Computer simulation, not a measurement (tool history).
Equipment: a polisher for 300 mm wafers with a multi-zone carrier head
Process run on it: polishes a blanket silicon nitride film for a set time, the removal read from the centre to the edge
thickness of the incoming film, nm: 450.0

run	day	flow of slurry (ml/min)	pressure of the head's centre zone	pressure of the head's middle zone	pressure of the head's edge zone	polishing time (s)	film removed at the wafer's centre (angstrom)	film removed at mid-radius (angstrom)	film removed at the wafer's edge (angstrom)
1	0	275	1	1	1	41	859.48	858.28	835.48
2	0.279	275	1	1.07	1	41	874.31	899.72	884.85
3	0.571	275	0.96	1.07	1	41	854.66	903.61	858.25
4	0.921	275	0.96	0.99	1	41	834.65	863.24	841.59
5	1.079	280	0.99	1.02	1.01	43	897.68	912.8	928.47
6	1.288	280	0.99	1.08	1.01	43	911.38	966.31	914.88
7	1.454	285	1.03	1.09	1.02	44	960.28	1007.7	943.84

For run 8, what comes out?
8	1.688	280	1.06	1.07	1.03	46	?	?	?

film removed at the wafer's centre (angstrom): 1028.3
film removed at mid-radius (angstrom): 1038.1
film removed at the wafer's edge (angstrom): 982.8
